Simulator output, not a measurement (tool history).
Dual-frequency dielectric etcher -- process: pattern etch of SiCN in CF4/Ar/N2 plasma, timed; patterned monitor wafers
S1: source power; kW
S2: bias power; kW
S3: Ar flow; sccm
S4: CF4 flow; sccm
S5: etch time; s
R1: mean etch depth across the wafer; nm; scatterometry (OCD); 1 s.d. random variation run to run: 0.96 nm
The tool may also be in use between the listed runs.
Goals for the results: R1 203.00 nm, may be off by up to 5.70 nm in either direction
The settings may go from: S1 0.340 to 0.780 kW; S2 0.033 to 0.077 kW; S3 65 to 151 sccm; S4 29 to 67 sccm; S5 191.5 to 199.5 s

{"run": 1, "hour": 0.0, "S1": 0.56, "S2": 0.055, "S3": 108, "S4": 48, "S5": 191.5, "R1": 175.03}
{"run": 2, "hour": 6.1, "S1": 0.59, "S2": 0.055, "S3": 108, "S4": 48, "S5": 191.5, "R1": 182.24}
{"run": 3, "hour": 12.8, "S1": 0.59, "S2": 0.046, "S3": 108, "S4": 48, "S5": 191.5, "R1": 172.18}
{"run": 4, "hour": 18.4, "S1": 0.59, "S2": 0.046, "S3": 127, "S4": 48, "S5": 191.5, "R1": 166.2}
{"run": 5, "hour": 27.1, "S1": 0.63, "S2": 0.047, "S3": 127, "S4": 48, "S5": 191.5, "R1": 180.07}
{"run": 6, "hour": 30.8, "S1": 0.65, "S2": 0.047, "S3": 127, "S4": 48, "S5": 191.5, "R1": 187.91}
{"run": 7, "hour": 38.9, "S1": 0.66, "S2": 0.047, "S3": 127, "S4": 48, "S5": 191.5, "R1": 188.02}
{"run": 8, "hour": 40.3, "S1": 0.68, "S2": 0.047, "S3": 127, "S4": 48, "S5": 191.5, "R1": 195.56}

Below are 5 possible settings for the next run. Only one of them brings all results inside the allowed miss of their targets. Which is it?
{"run": "A", "hour": 41.7, "S1": 0.68, "S2": 0.044, "S3": 132, "S4": 47, "S5": 191.5, "R1": "?"}
{"run": "B", "hour": 41.7, "S1": 0.61, "S2": 0.049, "S3": 116, "S4": 49, "S5": 198.5, "R1": "?"}
{"run": "C", "hour": 41.7, "S1": 0.58, "S2": 0.054, "S3": 77, "S4": 52, "S5": 199.5, "R1": "?"}
{"run": "D", "hour": 41.7, "S1": 0.7, "S2": 0.041, "S3": 135, "S4": 48, "S5": 194.5, "R1": "?"}
{"run": "E", "hour": 41.7, "S1": 0.68, "S2": 0.042, "S3": 130, "S4": 47, "S5": 196.0, "R1": "?"}

move=A R1=188.26
move=B R1=187.23
move=C R1=201.12
move=D R1=192.06
move=E R1=190.28
A: lands further from the targets than the last run did
B: lands further from the targets than the last run did
C: each result inside its tolerance
D: lands further from the targets than the last run did
E: lands further from the targets than the last run did
The move that meets every target is C.

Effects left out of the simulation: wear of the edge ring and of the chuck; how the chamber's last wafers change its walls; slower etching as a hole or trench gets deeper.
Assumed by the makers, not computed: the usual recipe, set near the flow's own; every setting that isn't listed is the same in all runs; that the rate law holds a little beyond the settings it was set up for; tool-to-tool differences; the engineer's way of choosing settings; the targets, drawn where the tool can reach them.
